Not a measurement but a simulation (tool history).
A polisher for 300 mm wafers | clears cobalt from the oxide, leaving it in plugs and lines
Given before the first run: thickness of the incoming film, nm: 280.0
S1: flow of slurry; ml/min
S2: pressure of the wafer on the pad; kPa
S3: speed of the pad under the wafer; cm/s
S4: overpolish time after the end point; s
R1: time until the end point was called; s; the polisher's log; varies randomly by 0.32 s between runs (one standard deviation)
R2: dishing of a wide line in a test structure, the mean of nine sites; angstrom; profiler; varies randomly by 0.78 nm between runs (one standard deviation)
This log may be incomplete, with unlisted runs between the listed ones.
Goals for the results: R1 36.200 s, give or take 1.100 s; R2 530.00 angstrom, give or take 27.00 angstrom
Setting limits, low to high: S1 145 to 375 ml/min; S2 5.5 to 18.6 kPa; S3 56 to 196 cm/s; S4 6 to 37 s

| run | day | S1 | S2 | S3 | S4 | R1 | R2 |
|---|---|---|---|---|---|---|---|
| 1 | 0.000 | 240 | 11.7 | 126 | 19 | 50.635 | 552.38 |
| 2 | 0.208 | 245 | 12.4 | 126 | 17 | 47.120 | 533.82 |
| 3 | 0.525 | 245 | 12.4 | 154 | 17 | 39.034 | 581.62 |
| 4 | 0.762 | 245 | 12.4 | 184 | 17 | 32.368 | 645.71 |
| 5 | 1.004 | 245 | 12.4 | 164 | 17 | 36.674 | 606.72 |
| 6 | 1.217 | 245 | 12.4 | 150 | 17 | 39.936 | 570.79 |
| 7 | 1.308 | 250 | 12.4 | 150 | 16 | 39.474 | 567.07 |
| 8 | 1.538 | 260 | 12.4 | 150 | 15 | 39.377 | 548.70 |
| 9 | 1.617 | 270 | 12.4 | 150 | 14 | 39.366 | 517.88 |
| 10 | 1.921 | 275 | 12.4 | 150 | 14 | 38.786 | 526.97 |
| 11 | 2.208 | 285 | 12.4 | 150 | 14 | 38.857 | 529.74 |
| 12 | 2.288 | 290 | 12.4 | 150 | 14 | 38.542 | 529.81 |

Of the 4 settings listed for the next run, only one would bring every result within its allowed miss of target. Which one?
| A | 2.367 | 350 | 9.0 | 190 | 15 | ? | ? |
| B | 2.367 | 225 | 13.1 | 134 | 14 | ? | ? |
| C | 2.367 | 170 | 13.1 | 166 | 13 | ? | ? |
| D | 2.367 | 195 | 14.5 | 154 | 12 | ? | ? |

| move | R1 | R2 |
|---|---|---|
| A | 41.981 | 525.58 |
| B | 42.800 | 500.74 |
| C | 36.286 | 525.68 |
| D | 34.606 | 516.53 |
A: its largest miss is bigger than the last run's
B: its largest miss is bigger than the last run's
C: all results in spec
D: the result that was furthest off in the last run now lies on the other side of its target
C meets every target.
